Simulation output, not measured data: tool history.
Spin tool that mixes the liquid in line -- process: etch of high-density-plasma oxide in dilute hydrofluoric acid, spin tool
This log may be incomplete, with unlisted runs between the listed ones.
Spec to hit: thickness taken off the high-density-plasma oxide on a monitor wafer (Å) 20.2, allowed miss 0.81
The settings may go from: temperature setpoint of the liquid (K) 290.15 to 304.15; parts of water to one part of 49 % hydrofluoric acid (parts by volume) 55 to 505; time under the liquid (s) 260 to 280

| run | day | temperature setpoint of the liquid (K) | parts of water to one part of 49 % hydrofluoric acid (parts by volume) | time under the liquid (s) | thickness taken off the high-density-plasma oxide on a monitor wafer (Å) |
|---|---|---|---|---|---|
| 1 | 0 | 296.15 | 280 | 260 | 34.615 |
| 2 | 0.075 | 296.15 | 280 | 280 | 36.871 |
| 3 | 0.167 | 293.65 | 280 | 280 | 33.343 |
| 4 | 0.304 | 293.65 | 340 | 280 | 26.054 |
| 5 | 0.404 | 292.65 | 350 | 280 | 24.814 |
| 6 | 0.446 | 292.15 | 360 | 280 | 23.298 |
| 7 | 0.55 | 291.65 | 365 | 280 | 21.916 |
| 8 | 0.696 | 291.15 | 365 | 280 | 21.426 |
| 9 | 0.771 | 290.65 | 365 | 280 | 21.691 |
| 10 | 0.796 | 290.65 | 365 | 280 | 21.464 |

Exactly one of the 5 candidate moves below puts every result within its allowed miss. Which one?
| A | 0.821 | 290.65 | 340 | 280 | ? |
| B | 0.821 | 292.15 | 330 | 260 | ? |
| C | 0.821 | 290.65 | 340 | 275 | ? |
| D | 0.821 | 290.15 | 350 | 260 | ? |
| E | 0.821 | 291.65 | 390 | 260 | ? |

| move | thickness taken off the high-density-plasma oxide on a monitor wafer (Å) |
|---|---|
| A | 23.89 |
| B | 24.35 |
| C | 23.463 |
| D | 20.984 |
| E | 19.255 |
A: the biggest miss grows against the last run
B: the biggest miss grows against the last run
C: the biggest miss grows against the last run
D: in spec on every target
E: takes the result that was furthest off past its target
Correct choice: D, which meets every target
